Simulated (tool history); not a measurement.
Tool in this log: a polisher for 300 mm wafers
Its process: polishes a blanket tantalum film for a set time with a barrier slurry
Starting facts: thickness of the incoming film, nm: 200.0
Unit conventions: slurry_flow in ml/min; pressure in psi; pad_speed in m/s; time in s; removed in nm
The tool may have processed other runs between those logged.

run 1 day=0.000 | slurry_flow=275 pressure=1.9 pad_speed=0.94 slurry_solids=1.0 time=25 | removed=29.557
run 2 day=0.346 | slurry_flow=275 pressure=1.9 pad_speed=0.86 slurry_solids=1.0 time=25 | removed=27.801
run 3 day=0.546 | slurry_flow=305 pressure=1.9 pad_speed=0.86 slurry_solids=1.0 time=25 | removed=28.438
run 4 day=0.871 | slurry_flow=305 pressure=1.9 pad_speed=0.86 slurry_solids=1.0 time=22 | removed=24.937
run 5 day=0.896 | slurry_flow=305 pressure=1.9 pad_speed=1.00 slurry_solids=1.0 time=22 | removed=28.701
run 6 day=1.008 | slurry_flow=280 pressure=1.9 pad_speed=1.00 slurry_solids=1.0 time=22 | removed=28.311
run 7 day=1.350 | slurry_flow=280 pressure=2.0 pad_speed=1.00 slurry_solids=1.0 time=22 | removed=29.300

What does the tool deliver on the next run?
run 8 day=1.671 | slurry_flow=280 pressure=2.2 pad_speed=1.00 slurry_solids=1.0 time=22 | removed=?

{"run 8": {"removed": 31.25}}

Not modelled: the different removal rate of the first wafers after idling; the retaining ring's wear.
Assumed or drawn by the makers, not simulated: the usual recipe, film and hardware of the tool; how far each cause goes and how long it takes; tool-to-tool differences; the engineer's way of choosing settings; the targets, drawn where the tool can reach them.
